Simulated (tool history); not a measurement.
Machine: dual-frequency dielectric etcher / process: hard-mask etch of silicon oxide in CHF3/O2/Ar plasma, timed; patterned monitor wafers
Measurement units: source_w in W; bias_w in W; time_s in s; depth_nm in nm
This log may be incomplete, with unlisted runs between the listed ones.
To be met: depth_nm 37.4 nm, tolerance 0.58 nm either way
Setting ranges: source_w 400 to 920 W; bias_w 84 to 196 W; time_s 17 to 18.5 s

run 1 hour=0 | source_w=660 bias_w=140 time_s=18.5 | depth_nm=34.325
run 2 hour=8.2 | source_w=660 bias_w=140 time_s=17 | depth_nm=31.274
run 3 hour=9.1 | source_w=710 bias_w=140 time_s=17 | depth_nm=32.234
run 4 hour=10.4 | source_w=760 bias_w=150 time_s=17 | depth_nm=33.961
run 5 hour=11.7 | source_w=800 bias_w=154 time_s=17 | depth_nm=34.655
-- hour=12.7 source power generator calibrated
run 6 hour=12.7 | source_w=830 bias_w=158 time_s=17 | depth_nm=35.348
run 7 hour=16.5 | source_w=850 bias_w=161 time_s=17 | depth_nm=35.741
run 8 hour=19.3 | source_w=870 bias_w=164 time_s=17 | depth_nm=36.34
run 9 hour=23 | source_w=880 bias_w=166 time_s=17 | depth_nm=36.993
run 10 hour=26.3 | source_w=890 bias_w=166 time_s=17 | depth_nm=36.79

Of the 4 settings listed for the next run, only one would bring every result within its allowed miss of target. Which one?
run A hour=29.6 | source_w=900 bias_w=161 time_s=17 | depth_nm=?
run B hour=29.6 | source_w=730 bias_w=153 time_s=18.5 | depth_nm=?
run C hour=29.6 | source_w=820 bias_w=177 time_s=17.5 | depth_nm=?
run D hour=29.6 | source_w=780 bias_w=141 time_s=18.5 | depth_nm=?

move=A depth_nm=36.438
move=B depth_nm=36.061
move=C depth_nm=37.505
move=D depth_nm=35.89
A: misses by more than the last run did
B: misses by more than the last run did
C: meets every target
D: misses by more than the last run did
Go with C: it meets all targets.

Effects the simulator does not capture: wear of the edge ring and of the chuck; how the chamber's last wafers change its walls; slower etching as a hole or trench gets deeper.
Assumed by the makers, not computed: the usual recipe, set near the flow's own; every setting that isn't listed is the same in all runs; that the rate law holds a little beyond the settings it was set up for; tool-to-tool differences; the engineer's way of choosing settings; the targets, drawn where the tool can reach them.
